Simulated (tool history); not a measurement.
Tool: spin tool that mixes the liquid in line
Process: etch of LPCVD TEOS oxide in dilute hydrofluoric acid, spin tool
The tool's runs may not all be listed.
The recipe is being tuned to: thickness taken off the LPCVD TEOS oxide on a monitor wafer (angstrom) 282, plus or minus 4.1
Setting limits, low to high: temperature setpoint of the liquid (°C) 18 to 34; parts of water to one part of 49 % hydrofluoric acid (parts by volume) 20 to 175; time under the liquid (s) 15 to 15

run,hour,temperature setpoint of the liquid (°C),parts of water to one part of 49 % hydrofluoric acid (parts by volume),time under the liquid (s),thickness taken off the LPCVD TEOS oxide on a monitor wafer (angstrom)
1,0,26,95,15,95.685
2,6.1,26,95,15,95.156
3,7,26,95,15,95.65
4,10.3,26,110,15,81.638
5,12.4,27,100,15,93.556
6,15,27,115,15,79.642
7,22.1,28,105,15,92.243
8,29.8,28.5,95,15,105.26
9,35.3,29,85,15,121.24

Which single option among these 5 for the next run brings every result within its allowed miss of target? Just one does.
A,40.8,30.5,55,15,?
B,40.8,31,50,15,?
C,40.8,26,35,15,?
D,40.8,32,50,15,?
E,40.8,25,55,15,?

move,thickness taken off the LPCVD TEOS oxide on a monitor wafer (angstrom)
A,209.55
B,236.87
C,283.36
D,246.24
E,168.38
A: closes in on the targets versus the last run, not all within tolerance yet
B: closes in on the targets versus the last run, not all within tolerance yet
C: each result inside its tolerance
D: closes in on the targets versus the last run, not all within tolerance yet
E: closes in on the targets versus the last run, not all within tolerance yet
C meets every target.
